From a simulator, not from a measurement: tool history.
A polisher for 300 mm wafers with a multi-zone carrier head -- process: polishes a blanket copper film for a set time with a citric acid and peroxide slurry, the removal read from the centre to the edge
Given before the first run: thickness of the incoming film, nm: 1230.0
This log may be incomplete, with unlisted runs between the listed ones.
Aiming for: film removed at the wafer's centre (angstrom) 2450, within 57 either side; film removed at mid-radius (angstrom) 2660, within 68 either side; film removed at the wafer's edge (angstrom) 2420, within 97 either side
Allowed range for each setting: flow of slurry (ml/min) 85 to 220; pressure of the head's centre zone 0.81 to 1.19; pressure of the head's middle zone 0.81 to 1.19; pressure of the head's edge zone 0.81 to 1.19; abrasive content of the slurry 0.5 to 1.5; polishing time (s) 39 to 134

| run | hour | flow of slurry (ml/min) | pressure of the head's centre zone | pressure of the head's middle zone | pressure of the head's edge zone | abrasive content of the slurry | polishing time (s) | film removed at the wafer's centre (angstrom) | film removed at mid-radius (angstrom) | film removed at the wafer's edge (angstrom) |
|---|---|---|---|---|---|---|---|---|---|---|
| 1 | 0 | 140 | 1 | 1 | 1 | 1 | 86 | 2291.6 | 2305.3 | 2374.8 |
| 2 | 1.7 | 140 | 1 | 1 | 1 | 0.9 | 86 | 2262.1 | 2265.5 | 2323.5 |
| 3 | 9.4 | 140 | 1 | 1 | 1 | 1.1 | 86 | 2312.7 | 2313.6 | 2338.9 |
| 4 | 11.7 | 150 | 1 | 1.02 | 1 | 1.1 | 86 | 2367.3 | 2389.3 | 2414.9 |
| 5 | 19.4 | 155 | 1 | 1.04 | 0.98 | 1.1 | 86 | 2401.7 | 2437.2 | 2382.8 |
| 6 | 20.2 | 155 | 1 | 1.04 | 0.98 | 1.1 | 102 | 2835.3 | 2909.5 | 2927.3 |
| 7 | 21.2 | 145 | 1 | 1.04 | 0.95 | 1.1 | 102 | 2792.6 | 2892.8 | 2830.5 |
| 8 | 27.9 | 135 | 1 | 1.04 | 0.93 | 1.1 | 102 | 2735.6 | 2832.5 | 2763.1 |
| 9 | 33.2 | 125 | 1 | 1.04 | 0.91 | 1.1 | 102 | 2669.9 | 2795.1 | 2687.1 |
| 10 | 42.1 | 120 | 1 | 1.04 | 0.89 | 1.1 | 102 | 2656.2 | 2761 | 2553.1 |

Which of these 4 next moves meets every target?
| A | 51 | 125 | 0.92 | 1.08 | 0.97 | 0.9 | 104 | ? | ? | ? |
| B | 51 | 105 | 0.86 | 0.99 | 0.89 | 1.15 | 109 | ? | ? | ? |
| C | 51 | 90 | 0.99 | 1.13 | 0.81 | 1.2 | 104 | ? | ? | ? |
| D | 51 | 130 | 0.98 | 1.07 | 0.85 | 1.35 | 91 | ? | ? | ? |

| move | film removed at the wafer's centre (angstrom) | film removed at mid-radius (angstrom) | film removed at the wafer's edge (angstrom) |
|---|---|---|---|
| A | 2441.4 | 2828 | 2655.4 |
| B | 2373.4 | 2731.7 | 2696.3 |
| C | 2431.3 | 2784.7 | 2393.7 |
| D | 2450.6 | 2659.2 | 2361.9 |
A: the worst result of the last run now meets its target, but another is out of spec
B: moves the result that the last run missed by most past its target, out the other side
C: the worst result of the last run now meets its target, but another is out of spec
D: all results land within tolerance of their targets
Answer: D

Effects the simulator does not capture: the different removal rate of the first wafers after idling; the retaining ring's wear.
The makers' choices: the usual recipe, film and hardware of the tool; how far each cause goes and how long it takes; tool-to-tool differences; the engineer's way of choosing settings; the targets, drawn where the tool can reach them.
